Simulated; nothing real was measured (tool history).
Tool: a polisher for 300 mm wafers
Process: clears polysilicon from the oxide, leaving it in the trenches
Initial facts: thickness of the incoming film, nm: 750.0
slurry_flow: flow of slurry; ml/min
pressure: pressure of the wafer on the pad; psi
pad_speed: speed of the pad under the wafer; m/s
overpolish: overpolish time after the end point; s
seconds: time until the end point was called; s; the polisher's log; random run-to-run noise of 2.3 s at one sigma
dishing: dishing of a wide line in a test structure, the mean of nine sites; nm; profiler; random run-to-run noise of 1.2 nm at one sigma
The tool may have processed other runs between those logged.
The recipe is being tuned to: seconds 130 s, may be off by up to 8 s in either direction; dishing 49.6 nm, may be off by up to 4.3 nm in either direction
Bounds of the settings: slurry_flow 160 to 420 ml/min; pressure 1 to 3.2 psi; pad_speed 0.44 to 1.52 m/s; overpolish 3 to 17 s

{"run": 1, "hour": 0.0, "slurry_flow": 270, "pressure": 2.1, "pad_speed": 0.98, "overpolish": 9, "seconds": 60.852, "dishing": 53.988}
{"run": 2, "hour": 3.6, "slurry_flow": 270, "pressure": 2.1, "pad_speed": 1.16, "overpolish": 9, "seconds": 50.294, "dishing": 58.327}
{"run": 3, "hour": 8.4, "slurry_flow": 270, "pressure": 2.1, "pad_speed": 1.16, "overpolish": 7, "seconds": 50.657, "dishing": 51.881}
{"run": 4, "hour": 14.9, "slurry_flow": 270, "pressure": 1.9, "pad_speed": 1.08, "overpolish": 8, "seconds": 57.732, "dishing": 51.739}
{"run": 5, "hour": 20.9, "slurry_flow": 265, "pressure": 1.7, "pad_speed": 0.98, "overpolish": 9, "seconds": 73.545, "dishing": 50.263}
{"run": 6, "hour": 28.1, "slurry_flow": 265, "pressure": 1.7, "pad_speed": 0.78, "overpolish": 9, "seconds": 90.067, "dishing": 45.507}
{"run": 7, "hour": 30.1, "slurry_flow": 265, "pressure": 1.6, "pad_speed": 0.78, "overpolish": 10, "seconds": 94.761, "dishing": 45.763}
{"run": 8, "hour": 32.0, "slurry_flow": 265, "pressure": 1.5, "pad_speed": 0.78, "overpolish": 11, "seconds": 102.37, "dishing": 47.757}
{"run": 9, "hour": 34.3, "slurry_flow": 265, "pressure": 1.4, "pad_speed": 0.78, "overpolish": 12, "seconds": 109.5, "dishing": 45.743}
{"run": 10, "hour": 37.7, "slurry_flow": 265, "pressure": 1.4, "pad_speed": 0.78, "overpolish": 13, "seconds": 107.82, "dishing": 47.759}
{"run": 11, "hour": 42.7, "slurry_flow": 265, "pressure": 1.3, "pad_speed": 0.78, "overpolish": 14, "seconds": 115.55, "dishing": 49.579}
{"run": 12, "hour": 46.3, "slurry_flow": 265, "pressure": 1.3, "pad_speed": 0.78, "overpolish": 14, "seconds": 120.15, "dishing": 46.505}
{"run": 13, "hour": 52.2, "slurry_flow": 265, "pressure": 1.3, "pad_speed": 0.78, "overpolish": 15, "seconds": 118.18, "dishing": 51.274}

Which one of the following 5 next-run settings gets every result inside its allowed miss? There is exactly one.
{"run": "A", "hour": 58.1, "slurry_flow": 255, "pressure": 1.6, "pad_speed": 0.72, "overpolish": 16, "seconds": "?", "dishing": "?"}
{"run": "B", "hour": 58.1, "slurry_flow": 295, "pressure": 1.2, "pad_speed": 0.84, "overpolish": 13, "seconds": "?", "dishing": "?"}
{"run": "C", "hour": 58.1, "slurry_flow": 275, "pressure": 1.4, "pad_speed": 0.78, "overpolish": 12, "seconds": "?", "dishing": "?"}
{"run": "D", "hour": 58.1, "slurry_flow": 285, "pressure": 1.1, "pad_speed": 0.78, "overpolish": 12, "seconds": "?", "dishing": "?"}
{"run": "E", "hour": 58.1, "slurry_flow": 310, "pressure": 1.3, "pad_speed": 0.7, "overpolish": 15, "seconds": "?", "dishing": "?"}

move=A seconds=106.06 dishing=53.939
move=B seconds=118.91 dishing=46.821
move=C seconds=110.9 dishing=46.578
move=D seconds=139.06 dishing=41.152
move=E seconds=130.82 dishing=47.935
A: misses by more than the last run did
B: gains on the last run, yet a result remains outside its allowed miss
C: misses by more than the last run did
D: carries the result that was furthest off beyond its target, to the other side
E: each result inside its tolerance
Correct choice: E, which meets every target
